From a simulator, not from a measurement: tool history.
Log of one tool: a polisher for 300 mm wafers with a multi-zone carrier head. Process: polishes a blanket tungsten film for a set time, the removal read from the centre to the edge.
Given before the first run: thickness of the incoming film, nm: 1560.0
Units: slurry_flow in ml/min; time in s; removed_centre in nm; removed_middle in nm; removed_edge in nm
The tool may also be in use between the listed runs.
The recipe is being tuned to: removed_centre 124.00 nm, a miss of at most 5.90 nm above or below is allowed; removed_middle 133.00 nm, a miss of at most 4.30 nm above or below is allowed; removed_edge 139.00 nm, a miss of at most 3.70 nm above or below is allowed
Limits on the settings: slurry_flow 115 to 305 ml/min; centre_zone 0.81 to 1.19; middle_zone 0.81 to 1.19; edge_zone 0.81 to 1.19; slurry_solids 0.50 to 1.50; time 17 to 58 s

Run 1, day 0.000: slurry_flow 195 ml/min, centre_zone 1.00, middle_zone 1.00, edge_zone 1.00, slurry_solids 1.00, time 37 s. Result: removed_centre 206.61 nm, removed_middle 220.14 nm, removed_edge 224.23 nm.
Run 2, day 0.229: slurry_flow 195 ml/min, centre_zone 1.00, middle_zone 1.00, edge_zone 1.05, slurry_solids 1.00, time 37 s. Result: removed_centre 205.31 nm, removed_middle 219.42 nm, removed_edge 224.30 nm.
Run 3, day 0.546: slurry_flow 195 ml/min, centre_zone 1.00, middle_zone 1.00, edge_zone 1.05, slurry_solids 0.95, time 36 s. Result: removed_centre 204.45 nm, removed_middle 209.34 nm, removed_edge 219.01 nm.
Run 4, day 0.742: slurry_flow 195 ml/min, centre_zone 0.94, middle_zone 1.00, edge_zone 1.05, slurry_solids 0.95, time 36 s. Result: removed_centre 190.04 nm, removed_middle 212.23 nm, removed_edge 220.03 nm.
Run 5, day 1.083: slurry_flow 190 ml/min, centre_zone 0.94, middle_zone 1.00, edge_zone 1.04, slurry_solids 0.90, time 35 s. Result: removed_centre 184.92 nm, removed_middle 200.83 nm, removed_edge 208.87 nm.
Run 6, day 1.221: slurry_flow 190 ml/min, centre_zone 0.94, middle_zone 0.93, edge_zone 1.04, slurry_solids 0.90, time 35 s. Result: removed_centre 183.01 nm, removed_middle 190.40 nm, removed_edge 206.61 nm.
Run 7, day 1.592: slurry_flow 150 ml/min, centre_zone 0.86, middle_zone 0.84, edge_zone 0.94, slurry_solids 0.65, time 27 s. Result: removed_centre 114.37 nm, removed_middle 115.89 nm, removed_edge 135.14 nm.
Run 8, day 1.958: slurry_flow 155 ml/min, centre_zone 0.86, middle_zone 0.85, edge_zone 0.94, slurry_solids 0.65, time 27 s. Result: removed_centre 117.67 nm, removed_middle 118.27 nm, removed_edge 136.31 nm.
Run 9, day 2.192: slurry_flow 160 ml/min, centre_zone 0.86, middle_zone 0.86, edge_zone 0.94, slurry_solids 0.65, time 27 s. Result: removed_centre 118.99 nm, removed_middle 119.64 nm, removed_edge 137.01 nm.
Run 10, day 2.462: slurry_flow 205 ml/min, centre_zone 0.86, middle_zone 0.96, edge_zone 0.92, slurry_solids 0.65, time 27 s. Result: removed_centre 126.02 nm, removed_middle 141.12 nm, removed_edge 142.05 nm.
Run 11, day 2.654: slurry_flow 200 ml/min, centre_zone 0.86, middle_zone 0.96, edge_zone 0.92, slurry_solids 0.65, time 27 s. Result: removed_centre 126.34 nm, removed_middle 139.12 nm, removed_edge 140.13 nm.

4 next moves are on the table. One of them brings every result within its allowed miss. Which?
Run A, day 2.846: slurry_flow 115 ml/min, centre_zone 0.85, middle_zone 1.01, edge_zone 0.87, slurry_solids 0.50, time 31 s. Result: removed_centre ?, removed_middle ?, removed_edge ?.
Run B, day 2.846: slurry_flow 220 ml/min, centre_zone 0.84, middle_zone 1.00, edge_zone 0.90, slurry_solids 0.50, time 28 s. Result: removed_centre ?, removed_middle ?, removed_edge ?.
Run C, day 2.846: slurry_flow 175 ml/min, centre_zone 0.85, middle_zone 0.89, edge_zone 0.86, slurry_solids 0.65, time 28 s. Result: removed_centre ?, removed_middle ?, removed_edge ?.
Run D, day 2.846: slurry_flow 160 ml/min, centre_zone 0.87, middle_zone 0.85, edge_zone 0.86, slurry_solids 0.70, time 28 s. Result: removed_centre ?, removed_middle ?, removed_edge ?.

move  removed_centre  removed_middle  removed_edge
   A          108.16          134.84        132.86
   B          119.58          144.85        137.65
   C          120.86          132.84        138.69
   D          121.58          127.16        139.02
A: the worst result of the last run now meets its target, but another is out of spec
B: the biggest miss grows against the last run
C: every result lands within tolerance
D: moves the result that the last run missed by most past its target, out the other side
Go with C: it meets all targets.
